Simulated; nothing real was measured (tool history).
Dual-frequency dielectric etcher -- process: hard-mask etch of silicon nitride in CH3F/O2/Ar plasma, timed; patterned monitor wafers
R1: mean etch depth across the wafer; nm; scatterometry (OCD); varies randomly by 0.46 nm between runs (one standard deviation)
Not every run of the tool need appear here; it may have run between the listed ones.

run 1 hour=0 | source_power_(kW)=0.54 bias_power_(kW)=0.053 etch_time_(s)=112.5 | R1=80.722
run 2 hour=1.4 | source_power_(kW)=0.54 bias_power_(kW)=0.046 etch_time_(s)=112.5 | R1=75.537
run 3 hour=9.3 | source_power_(kW)=0.53 bias_power_(kW)=0.046 etch_time_(s)=112.5 | R1=76.144
run 4 hour=11.3 | source_power_(kW)=0.62 bias_power_(kW)=0.046 etch_time_(s)=112.5 | R1=80.974
run 5 hour=19.2 | source_power_(kW)=0.62 bias_power_(kW)=0.046 etch_time_(s)=104 | R1=74.992
run 6 hour=25 | source_power_(kW)=0.62 bias_power_(kW)=0.038 etch_time_(s)=104 | R1=69.883
run 7 hour=27.3 | source_power_(kW)=0.63 bias_power_(kW)=0.038 etch_time_(s)=104 | R1=70.397

Predict the results of run 8:
run 8 hour=32.5 | source_power_(kW)=0.64 bias_power_(kW)=0.038 etch_time_(s)=104 | R1=?

{"run 8": {"R1": 70.02}}
